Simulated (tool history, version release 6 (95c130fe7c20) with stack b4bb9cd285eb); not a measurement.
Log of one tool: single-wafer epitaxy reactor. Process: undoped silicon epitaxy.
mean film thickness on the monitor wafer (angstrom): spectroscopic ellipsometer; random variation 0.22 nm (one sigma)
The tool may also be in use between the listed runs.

run  hour  wafer temperature setpoint (pyrometer-controlled) (K)  deposition time (s)  mean film thickness on the monitor wafer (angstrom)
  1     0                                                 943.15                  172                                               461.47
  2   4.9                                                 944.15                  172                                               474.78
  3     7                                                 936.15                  172                                                390.3
  4  13.6                                                 939.15                  172                                               419.15
  5  19.3                                                 934.15                  172                                               374.66
  6  28.2                                                 939.15                  172                                               421.24

Run 7 comes next. What will it give?
  7    37                                                 941.15                  172                                                    ?

mean film thickness on the monitor wafer (angstrom): 441.32
